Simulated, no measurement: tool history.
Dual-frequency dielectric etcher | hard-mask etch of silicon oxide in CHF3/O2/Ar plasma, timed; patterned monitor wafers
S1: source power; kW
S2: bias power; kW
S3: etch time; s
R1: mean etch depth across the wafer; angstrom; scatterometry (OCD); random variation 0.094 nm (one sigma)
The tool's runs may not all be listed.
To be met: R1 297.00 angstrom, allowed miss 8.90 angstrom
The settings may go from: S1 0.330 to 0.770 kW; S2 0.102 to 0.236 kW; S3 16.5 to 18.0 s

run	day	S1	S2	S3	R1
1	0.000	0.550	0.169	18.0	347.67
2	0.196	0.590	0.169	18.0	356.32
3	0.483	0.570	0.166	18.0	349.89
4	0.850	0.550	0.163	18.0	345.92
5	1.079	0.650	0.163	18.0	364.89
6	1.196	0.650	0.181	18.0	378.48
7	1.242	0.540	0.147	17.0	308.87
8	1.567	0.540	0.146	17.0	308.84
9	1.883	0.540	0.145	17.0	306.03

Which of these 5 next moves meets every target?
A	2.200	0.530	0.151	17.5	?
B	2.200	0.550	0.146	18.0	?
C	2.200	0.520	0.149	17.5	?
D	2.200	0.520	0.145	18.0	?
E	2.200	0.480	0.160	16.5	?

move	R1
A	321.68
B	330.68
C	317.76
D	323.21
E	299.94
A: further off than the last run
B: further off than the last run
C: further off than the last run
D: further off than the last run
E: meets every target
The right move is E.
